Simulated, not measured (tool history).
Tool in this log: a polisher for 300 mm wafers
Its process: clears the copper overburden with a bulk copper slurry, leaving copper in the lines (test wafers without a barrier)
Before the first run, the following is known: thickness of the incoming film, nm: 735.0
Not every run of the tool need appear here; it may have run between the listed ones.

run  hour  flow of slurry (ml/min)  pressure of the wafer on the pad (kPa)  speed of the pad under the wafer (m/s)  abrasive content of the slurry  overpolish time after the end point (s)  time until the end point was called (s)  dishing of a wide line in a test structure (Å)
  1   0.0                      240                                    17.2                                    0.98                             1.0                                       21                                   117.80                                          598.20
  2   6.3                      235                                    15.9                                    0.98                             1.0                                       23                                   128.08                                          607.40
  3   7.0                      230                                    15.2                                    0.98                             1.0                                       24                                   132.88                                          578.92
  4  10.4                      230                                    15.2                                    0.98                             1.0                                       31                                   132.97                                          658.93
  5  16.0                      230                                    17.9                                    0.98                             1.0                                       31                                   115.43                                          712.57
  6  19.7                      225                                    16.5                                    0.98                             1.0                                       30                                   123.56                                          653.95
  7  25.5                      220                                    15.9                                    0.98                             1.0                                       31                                   128.81                                          667.33

For run 8, what comes out?
  8  31.5                      220                                    15.2                                    0.98                             1.0                                       31                                        ?                                               ?

For run 8 the tool returned time until the end point was called (s) 135.62, dishing of a wide line in a test structure (Å) 644.23.

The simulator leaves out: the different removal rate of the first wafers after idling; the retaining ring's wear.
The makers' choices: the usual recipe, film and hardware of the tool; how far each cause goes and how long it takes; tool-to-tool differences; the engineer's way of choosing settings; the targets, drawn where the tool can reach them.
